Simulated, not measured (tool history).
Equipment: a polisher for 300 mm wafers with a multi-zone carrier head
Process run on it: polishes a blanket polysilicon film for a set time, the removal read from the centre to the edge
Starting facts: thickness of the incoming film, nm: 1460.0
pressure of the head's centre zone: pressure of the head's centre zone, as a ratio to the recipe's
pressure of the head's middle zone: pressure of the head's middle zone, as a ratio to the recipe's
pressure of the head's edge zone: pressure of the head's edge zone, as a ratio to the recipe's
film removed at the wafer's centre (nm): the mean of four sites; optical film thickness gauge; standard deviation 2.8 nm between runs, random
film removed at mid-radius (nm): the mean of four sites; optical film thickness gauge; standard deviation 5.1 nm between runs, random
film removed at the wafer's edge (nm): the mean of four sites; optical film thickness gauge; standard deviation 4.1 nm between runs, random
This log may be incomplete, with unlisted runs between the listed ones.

run  hour  flow of slurry (ml/min)  pressure of the head's centre zone  pressure of the head's middle zone  pressure of the head's edge zone  polishing time (s)  film removed at the wafer's centre (nm)  film removed at mid-radius (nm)  film removed at the wafer's edge (nm)
  1     0                      175                                   1                                   1                                 1                  48                                   513.09                           499.01                                  518.8
  2   7.8                      170                                0.98                                1.01                              0.98                  45                                    467.9                           474.66                                 487.82
  3    12                      170                                1.06                                1.01                              0.98                  45                                   514.04                           458.81                                 473.13
  4  16.2                      170                                1.04                                1.02                              0.96                  43                                   483.12                           467.17                                 449.51
  5  25.1                      170                                1.04                                 1.1                              0.96                  43                                   487.57                           478.81                                 455.31
  6  28.5                      215                                1.04                                 1.1                              0.96                  43                                   502.74                           500.14                                 458.39
  7  32.5                      215                                1.04                                 1.1                              0.96                  43                                   502.67                            501.8                                 470.27
  8  34.9                      165                                0.94                                1.05                              0.86                  30                                   301.19                           317.48                                 293.83

Run 9, settings as shown, results not yet in. Your forecast:
  9  37.5                      170                                0.94                                1.06                              0.88                  30                                        ?                                ?                                      ?

{"run 9": {"film removed at the wafer's centre (nm)": 301.19, "film removed at mid-radius (nm)": 323.39, "film removed at the wafer's edge (nm)": 301.82}}

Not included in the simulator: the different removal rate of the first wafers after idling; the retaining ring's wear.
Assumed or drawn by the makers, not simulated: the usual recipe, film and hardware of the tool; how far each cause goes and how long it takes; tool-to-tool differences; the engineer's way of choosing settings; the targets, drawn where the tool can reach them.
